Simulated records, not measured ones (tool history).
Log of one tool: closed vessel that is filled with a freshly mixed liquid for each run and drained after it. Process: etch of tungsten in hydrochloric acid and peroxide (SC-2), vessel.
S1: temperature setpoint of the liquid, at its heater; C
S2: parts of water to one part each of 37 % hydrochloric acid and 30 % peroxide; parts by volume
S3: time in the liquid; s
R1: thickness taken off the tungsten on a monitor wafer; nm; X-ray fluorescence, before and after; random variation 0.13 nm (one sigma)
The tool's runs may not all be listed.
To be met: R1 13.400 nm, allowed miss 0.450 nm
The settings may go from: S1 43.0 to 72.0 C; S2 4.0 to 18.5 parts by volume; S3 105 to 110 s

{"run": 1, "hour": 0.0, "S1": 59.0, "S2": 10.5, "S3": 105, "R1": 21.77}
{"run": 2, "hour": 2.3, "S1": 59.0, "S2": 14.0, "S3": 105, "R1": 17.051}
{"run": 3, "hour": 8.8, "S1": 59.0, "S2": 14.0, "S3": 105, "R1": 17.112}
{"run": 4, "hour": 16.4, "S1": 59.0, "S2": 14.0, "S3": 110, "R1": 17.845}
{"run": 5, "hour": 24.5, "S1": 59.0, "S2": 12.5, "S3": 110, "R1": 20.152}
{"run": 6, "hour": 26.8, "S1": 59.0, "S2": 12.5, "S3": 110, "R1": 20.112}
{"run": 7, "hour": 33.5, "S1": 57.5, "S2": 12.5, "S3": 110, "R1": 18.04}
{"run": 8, "hour": 41.3, "S1": 56.5, "S2": 12.5, "S3": 110, "R1": 16.952}
{"run": 9, "hour": 48.8, "S1": 52.0, "S2": 12.5, "S3": 110, "R1": 12.804}

4 next moves are on the table. One of them brings every result within its allowed miss. Which?
{"run": "A", "hour": 56.3, "S1": 53.0, "S2": 13.0, "S3": 105, "R1": "?"}
{"run": "B", "hour": 56.3, "S1": 52.0, "S2": 13.5, "S3": 110, "R1": "?"}
{"run": "C", "hour": 56.3, "S1": 52.5, "S2": 13.5, "S3": 110, "R1": "?"}
{"run": "D", "hour": 56.3, "S1": 50.0, "S2": 10.0, "S3": 110, "R1": "?"}

move=A R1=12.488
move=B R1=11.855
move=C R1=12.251
move=D R1=13.422
A: further off than the last run
B: further off than the last run
C: further off than the last run
D: meets every target
The right move is D.

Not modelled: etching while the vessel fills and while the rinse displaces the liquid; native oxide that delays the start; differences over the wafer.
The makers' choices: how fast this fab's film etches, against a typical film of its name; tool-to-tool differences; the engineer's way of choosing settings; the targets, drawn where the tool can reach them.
